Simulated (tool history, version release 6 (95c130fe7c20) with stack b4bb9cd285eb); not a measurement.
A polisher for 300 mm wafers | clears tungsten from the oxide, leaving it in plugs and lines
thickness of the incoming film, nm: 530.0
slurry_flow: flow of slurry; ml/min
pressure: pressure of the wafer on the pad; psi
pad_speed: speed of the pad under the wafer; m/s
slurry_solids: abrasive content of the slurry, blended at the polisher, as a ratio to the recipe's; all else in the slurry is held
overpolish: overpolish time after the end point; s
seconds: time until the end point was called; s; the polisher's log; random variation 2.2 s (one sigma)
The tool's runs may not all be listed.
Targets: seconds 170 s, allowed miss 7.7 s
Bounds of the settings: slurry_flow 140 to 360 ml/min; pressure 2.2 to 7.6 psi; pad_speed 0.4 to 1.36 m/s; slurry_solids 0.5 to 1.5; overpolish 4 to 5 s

run	hour	slurry_flow	pressure	pad_speed	slurry_solids	overpolish	seconds
1	0	230	4.9	0.88	1	5	91.24
2	1.8	230	4.9	0.88	0.9	5	93.374
3	8	230	4.4	0.88	0.9	5	104.55
4	14	230	4	0.88	0.9	5	109.42
5	22.8	230	3.7	0.86	0.9	5	123.55
6	25.8	230	3.7	0.86	0.9	4	123.75
7	30.8	230	3.4	0.86	0.9	4	131.22
8	37.1	230	2.2	0.84	0.9	4	198.57
9	41.9	230	2.8	0.84	0.9	4	160.35

Which of these 4 next moves meets every target?
A	46.7	220	2.2	0.84	1.15	5	?
B	46.7	265	4	0.68	0.75	4	?
C	46.7	245	2.6	0.72	1.2	5	?
D	46.7	215	3.1	0.76	0.75	4	?

move	seconds
A	186.92
B	147.9
C	185.21
D	169.21
A: takes the result that was furthest off past its target
B: further off than the last run
C: takes the result that was furthest off past its target
D: meets every target
Answer: D

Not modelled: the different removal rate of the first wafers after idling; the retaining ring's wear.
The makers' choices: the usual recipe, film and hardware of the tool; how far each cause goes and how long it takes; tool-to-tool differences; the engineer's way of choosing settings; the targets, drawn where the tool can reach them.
